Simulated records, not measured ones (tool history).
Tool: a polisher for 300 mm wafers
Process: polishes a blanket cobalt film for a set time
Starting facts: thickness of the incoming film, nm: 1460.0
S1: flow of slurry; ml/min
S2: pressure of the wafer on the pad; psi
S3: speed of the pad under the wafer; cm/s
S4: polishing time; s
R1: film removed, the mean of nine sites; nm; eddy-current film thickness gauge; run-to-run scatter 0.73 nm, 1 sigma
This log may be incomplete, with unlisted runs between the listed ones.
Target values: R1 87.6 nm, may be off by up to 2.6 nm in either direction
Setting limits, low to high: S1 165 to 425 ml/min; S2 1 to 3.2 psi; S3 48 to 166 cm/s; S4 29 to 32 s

Run 1, hour 0: S1 275 ml/min, S2 2.1 psi, S3 106 cm/s, S4 32 s. Result: R1 155.68 nm.
Run 2, hour 3: S1 275 ml/min, S2 1.8 psi, S3 104 cm/s, S4 32 s. Result: R1 135.42 nm.
Run 3, hour 4: S1 275 ml/min, S2 1.6 psi, S3 102 cm/s, S4 32 s. Result: R1 120.07 nm.
Run 4, hour 10.4: S1 275 ml/min, S2 2.1 psi, S3 102 cm/s, S4 32 s. Result: R1 149.58 nm.
Run 5, hour 11.3: S1 275 ml/min, S2 1.8 psi, S3 100 cm/s, S4 32 s. Result: R1 127.59 nm.
Run 6, hour 15.9: S1 245 ml/min, S2 1.8 psi, S3 100 cm/s, S4 32 s. Result: R1 128.58 nm.
Run 7, hour 19.9: S1 245 ml/min, S2 1.6 psi, S3 98 cm/s, S4 32 s. Result: R1 110.54 nm.
Run 8, hour 22: S1 240 ml/min, S2 1.1 psi, S3 98 cm/s, S4 32 s. Result: R1 81.826 nm.
Run 9, hour 26.3: S1 240 ml/min, S2 1.1 psi, S3 98 cm/s, S4 32 s. Result: R1 79.685 nm.
Run 10, hour 34.2: S1 255 ml/min, S2 1.1 psi, S3 98 cm/s, S4 32 s. Result: R1 82.077 nm.
Run 11, hour 40.5: S1 265 ml/min, S2 1.1 psi, S3 98 cm/s, S4 32 s. Result: R1 82.202 nm.
Run 12, hour 47.7: S1 270 ml/min, S2 1.1 psi, S3 98 cm/s, S4 32 s. Result: R1 82.35 nm.
Run 13, hour 51.1: S1 275 ml/min, S2 1.1 psi, S3 98 cm/s, S4 32 s. Result: R1 81.685 nm.

Which one of the following 4 next-run settings gets every result inside its allowed miss? There is exactly one.
Run A, hour 54.5: S1 265 ml/min, S2 1.1 psi, S3 104 cm/s, S4 30 s. Result: R1 ?.
Run B, hour 54.5: S1 270 ml/min, S2 1.1 psi, S3 106 cm/s, S4 29 s. Result: R1 ?.
Run C, hour 54.5: S1 295 ml/min, S2 1.1 psi, S3 100 cm/s, S4 29 s. Result: R1 ?.
Run D, hour 54.5: S1 255 ml/min, S2 1.1 psi, S3 108 cm/s, S4 31 s. Result: R1 ?.

move      R1
   A  82.426
   B  81.331
   C  77.571
   D  87.965
A: closes in on the targets versus the last run, not all within tolerance yet
B: further off than the last run
C: further off than the last run
D: every result within its allowed miss
The move that meets every target is D.
